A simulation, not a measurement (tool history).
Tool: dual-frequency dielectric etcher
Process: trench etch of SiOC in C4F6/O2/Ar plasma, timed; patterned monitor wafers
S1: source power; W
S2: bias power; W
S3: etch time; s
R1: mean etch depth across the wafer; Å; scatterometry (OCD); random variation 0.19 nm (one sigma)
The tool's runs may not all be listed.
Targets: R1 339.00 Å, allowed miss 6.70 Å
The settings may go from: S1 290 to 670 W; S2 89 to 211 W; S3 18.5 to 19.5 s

run 1 hour=0.0 | S1=480 S2=150 S3=18.5 | R1=403.72
run 2 hour=7.8 | S1=430 S2=145 S3=18.5 | R1=387.23
run 3 hour=14.5 | S1=390 S2=138 S3=18.5 | R1=367.64
run 4 hour=21.4 | S1=370 S2=136 S3=18.5 | R1=355.57
run 5 hour=28.3 | S1=360 S2=135 S3=18.5 | R1=352.26
run 6 hour=34.9 | S1=360 S2=158 S3=18.5 | R1=368.49
run 7 hour=41.4 | S1=360 S2=158 S3=18.5 | R1=373.12
run 8 hour=43.6 | S1=340 S2=153 S3=18.5 | R1=357.25
run 9 hour=45.4 | S1=330 S2=152 S3=18.5 | R1=354.96
run 10 hour=49.0 | S1=320 S2=151 S3=18.5 | R1=351.57

5 next moves are on the table. One of them brings every result within its allowed miss. Which?
run A hour=52.6 | S1=400 S2=111 S3=19.0 | R1=?
run B hour=52.6 | S1=310 S2=147 S3=18.5 | R1=?
run C hour=52.6 | S1=310 S2=145 S3=19.5 | R1=?
run D hour=52.6 | S1=310 S2=148 S3=19.5 | R1=?
run E hour=52.6 | S1=300 S2=145 S3=19.5 | R1=?

move=A R1=355.60
move=B R1=341.07
move=C R1=357.98
move=D R1=360.26
move=E R1=353.56
A: further off than the last run
B: meets every target
C: further off than the last run
D: further off than the last run
E: further off than the last run
Answer: B
